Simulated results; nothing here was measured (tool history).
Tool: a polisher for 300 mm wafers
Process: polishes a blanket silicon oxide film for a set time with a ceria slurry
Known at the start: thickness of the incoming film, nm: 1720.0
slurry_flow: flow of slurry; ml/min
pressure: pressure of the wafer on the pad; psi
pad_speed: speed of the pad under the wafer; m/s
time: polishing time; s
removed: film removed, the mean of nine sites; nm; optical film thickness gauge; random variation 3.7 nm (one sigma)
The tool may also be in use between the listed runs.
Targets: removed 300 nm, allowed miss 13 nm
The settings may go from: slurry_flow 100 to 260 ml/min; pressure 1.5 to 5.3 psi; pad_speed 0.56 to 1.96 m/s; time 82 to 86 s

| run | hour | slurry_flow | pressure | pad_speed | time | removed |
|---|---|---|---|---|---|---|
| 1 | 0 | 165 | 3.4 | 1.26 | 82 | 426.71 |
| 2 | 5.2 | 165 | 3.4 | 1.26 | 82 | 417.28 |
| 3 | 12.6 | 165 | 3.4 | 1.56 | 82 | 538.49 |
| 4 | 14.7 | 165 | 3.4 | 1.28 | 82 | 434.85 |
| 5 | 19.6 | 210 | 3.4 | 1.28 | 82 | 446.73 |
| 6 | 26.1 | 210 | 3.3 | 1.28 | 82 | 431.99 |
| 7 | 32.2 | 210 | 3.3 | 1.28 | 82 | 432.44 |
| 8 | 38.3 | 210 | 3.2 | 1.28 | 82 | 419.65 |
| 9 | 42.7 | 210 | 3.1 | 1.28 | 82 | 400.34 |
| 10 | 47.1 | 210 | 3 | 1.28 | 82 | 389.66 |
| 11 | 53.4 | 210 | 3 | 1.28 | 82 | 388.54 |
| 12 | 56.7 | 210 | 2.9 | 1.28 | 82 | 382.29 |
| 13 | 65.4 | 210 | 2.8 | 1.28 | 82 | 370.32 |
| 14 | 74.1 | 210 | 2.8 | 1.28 | 82 | 379.07 |
| 15 | 77.8 | 210 | 2.7 | 1.28 | 82 | 351.77 |
| 16 | 79.7 | 205 | 2.4 | 1.28 | 82 | 322.88 |
| 17 | 88.2 | 200 | 2.1 | 1.28 | 82 | 271.75 |

Which of these 4 next moves meets every target?
| A | 96.7 | 225 | 1.5 | 1.32 | 84 | ? |
| B | 96.7 | 210 | 1.8 | 1.3 | 83 | ? |
| C | 96.7 | 190 | 2.1 | 1.24 | 82 | ? |
| D | 96.7 | 220 | 2 | 1.42 | 82 | ? |

| move | removed |
|---|---|
| A | 215.19 |
| B | 246.96 |
| C | 267 |
| D | 295.12 |
A: further off than the last run
B: further off than the last run
C: further off than the last run
D: meets every target
Move D is the one to make.
